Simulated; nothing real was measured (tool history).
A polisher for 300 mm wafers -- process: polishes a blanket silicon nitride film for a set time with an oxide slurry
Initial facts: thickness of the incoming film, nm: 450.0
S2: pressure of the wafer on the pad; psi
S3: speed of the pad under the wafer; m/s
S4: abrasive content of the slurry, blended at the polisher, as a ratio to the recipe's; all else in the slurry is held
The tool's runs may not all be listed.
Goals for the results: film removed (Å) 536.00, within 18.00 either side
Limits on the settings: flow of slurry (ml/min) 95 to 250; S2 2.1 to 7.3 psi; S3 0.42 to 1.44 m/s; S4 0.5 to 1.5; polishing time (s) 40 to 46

{"run": 1, "hour": 0.0, "flow of slurry (ml/min)": 160, "S2": 4.7, "S3": 0.92, "S4": 1.0, "polishing time (s)": 46, "film removed (Å)": 400.79}
{"run": 2, "hour": 8.7, "flow of slurry (ml/min)": 165, "S2": 5.0, "S3": 0.92, "S4": 1.0, "polishing time (s)": 46, "film removed (Å)": 423.42}
{"run": 3, "hour": 14.2, "flow of slurry (ml/min)": 140, "S2": 5.0, "S3": 0.92, "S4": 1.0, "polishing time (s)": 46, "film removed (Å)": 426.72}
{"run": 4, "hour": 18.4, "flow of slurry (ml/min)": 140, "S2": 5.0, "S3": 0.84, "S4": 1.0, "polishing time (s)": 46, "film removed (Å)": 391.55}
{"run": 5, "hour": 26.9, "flow of slurry (ml/min)": 140, "S2": 5.3, "S3": 0.84, "S4": 1.0, "polishing time (s)": 46, "film removed (Å)": 414.57}
{"run": 6, "hour": 33.4, "flow of slurry (ml/min)": 140, "S2": 5.3, "S3": 0.84, "S4": 1.0, "polishing time (s)": 46, "film removed (Å)": 418.02}
{"run": 7, "hour": 40.3, "flow of slurry (ml/min)": 140, "S2": 5.5, "S3": 0.84, "S4": 1.0, "polishing time (s)": 46, "film removed (Å)": 427.07}
{"run": 8, "hour": 46.2, "flow of slurry (ml/min)": 140, "S2": 5.8, "S3": 0.84, "S4": 1.0, "polishing time (s)": 46, "film removed (Å)": 450.42}
{"run": 9, "hour": 49.0, "flow of slurry (ml/min)": 140, "S2": 5.8, "S3": 0.84, "S4": 1.0, "polishing time (s)": 46, "film removed (Å)": 453.78}
{"run": 10, "hour": 54.9, "flow of slurry (ml/min)": 140, "S2": 6.0, "S3": 0.84, "S4": 1.0, "polishing time (s)": 46, "film removed (Å)": 458.29}
{"run": 11, "hour": 60.9, "flow of slurry (ml/min)": 140, "S2": 6.2, "S3": 0.84, "S4": 1.0, "polishing time (s)": 46, "film removed (Å)": 485.25}
{"run": 12, "hour": 65.3, "flow of slurry (ml/min)": 140, "S2": 6.3, "S3": 0.84, "S4": 1.0, "polishing time (s)": 46, "film removed (Å)": 488.28}
{"run": 13, "hour": 66.3, "flow of slurry (ml/min)": 140, "S2": 6.3, "S3": 0.84, "S4": 1.0, "polishing time (s)": 46, "film removed (Å)": 488.43}
{"run": 14, "hour": 68.7, "flow of slurry (ml/min)": 140, "S2": 6.4, "S3": 0.84, "S4": 1.0, "polishing time (s)": 46, "film removed (Å)": 497.53}
{"run": 15, "hour": 72.1, "flow of slurry (ml/min)": 140, "S2": 6.5, "S3": 0.84, "S4": 1.0, "polishing time (s)": 46, "film removed (Å)": 509.88}
{"run": 16, "hour": 76.0, "flow of slurry (ml/min)": 140, "S2": 6.5, "S3": 0.84, "S4": 1.0, "polishing time (s)": 46, "film removed (Å)": 503.67}
{"run": 17, "hour": 79.5, "flow of slurry (ml/min)": 140, "S2": 6.6, "S3": 0.84, "S4": 1.0, "polishing time (s)": 46, "film removed (Å)": 515.51}
{"run": 18, "hour": 88.4, "flow of slurry (ml/min)": 140, "S2": 6.6, "S3": 0.84, "S4": 1.0, "polishing time (s)": 46, "film removed (Å)": 504.75}

Pick the move, out of 4, that brings all results within their allowed miss; only one does.
{"run": "A", "hour": 97.3, "flow of slurry (ml/min)": 140, "S2": 7.1, "S3": 0.92, "S4": 0.9, "polishing time (s)": 44, "film removed (Å)": "?"}
{"run": "B", "hour": 97.3, "flow of slurry (ml/min)": 140, "S2": 6.9, "S3": 0.74, "S4": 1.0, "polishing time (s)": 46, "film removed (Å)": "?"}
{"run": "C", "hour": 97.3, "flow of slurry (ml/min)": 145, "S2": 6.7, "S3": 0.66, "S4": 1.2, "polishing time (s)": 46, "film removed (Å)": "?"}
{"run": "D", "hour": 97.3, "flow of slurry (ml/min)": 125, "S2": 6.1, "S3": 0.9, "S4": 1.0, "polishing time (s)": 43, "film removed (Å)": "?"}

move=A film_removed_(Å)=550.53
move=B film_removed_(Å)=492.94
move=C film_removed_(Å)=474.66
move=D film_removed_(Å)=467.30
A: all results in spec
B: moves away from the targets compared with the last run
C: moves away from the targets compared with the last run
D: moves away from the targets compared with the last run
Answer: A

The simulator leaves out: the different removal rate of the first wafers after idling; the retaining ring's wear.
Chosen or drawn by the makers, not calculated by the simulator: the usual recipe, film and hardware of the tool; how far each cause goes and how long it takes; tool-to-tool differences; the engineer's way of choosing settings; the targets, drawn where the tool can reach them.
